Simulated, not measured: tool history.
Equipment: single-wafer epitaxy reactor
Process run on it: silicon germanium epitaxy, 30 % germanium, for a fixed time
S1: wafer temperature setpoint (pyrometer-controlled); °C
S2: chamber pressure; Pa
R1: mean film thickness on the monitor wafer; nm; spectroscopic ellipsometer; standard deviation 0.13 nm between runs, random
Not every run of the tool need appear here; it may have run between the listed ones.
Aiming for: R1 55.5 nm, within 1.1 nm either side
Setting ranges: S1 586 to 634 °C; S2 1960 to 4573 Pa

run 1 day=0 | S1=610 S2=3266 | R1=72.997
run 2 day=0.308 | S1=608 S2=3253 | R1=70.134
run 3 day=0.433 | S1=608 S2=2720 | R1=64.207
run 4 day=0.767 | S1=607 S2=2720 | R1=63.058
run 5 day=1.088 | S1=606 S2=2720 | R1=61.935
run 6 day=1.433 | S1=606 S2=3146 | R1=65.989
run 7 day=1.508 | S1=605 S2=3146 | R1=65.028
run 8 day=1.858 | S1=604 S2=3146 | R1=63.397
run 9 day=2.154 | S1=603 S2=3146 | R1=62.26
run 10 day=2.496 | S1=602 S2=3146 | R1=60.696
run 11 day=2.858 | S1=601 S2=3146 | R1=59.328
run 12 day=3.158 | S1=599 S2=3146 | R1=57.293

Exercise: of the 4 proposed moves below, exactly one satisfies all targets within the stated allowed misses. Which move is it?
run A day=3.458 | S1=604 S2=2400 | R1=?
run B day=3.458 | S1=600 S2=3373 | R1=?
run C day=3.458 | S1=596 S2=2986 | R1=?
run D day=3.458 | S1=599 S2=3213 | R1=?

move=A R1=55.862
move=B R1=60.323
move=C R1=52.435
move=D R1=57.772
A: hits every target within its allowed miss
B: misses by more than the last run did
C: takes the result that was furthest off past its target
D: misses by more than the last run did
The move that meets every target is A.

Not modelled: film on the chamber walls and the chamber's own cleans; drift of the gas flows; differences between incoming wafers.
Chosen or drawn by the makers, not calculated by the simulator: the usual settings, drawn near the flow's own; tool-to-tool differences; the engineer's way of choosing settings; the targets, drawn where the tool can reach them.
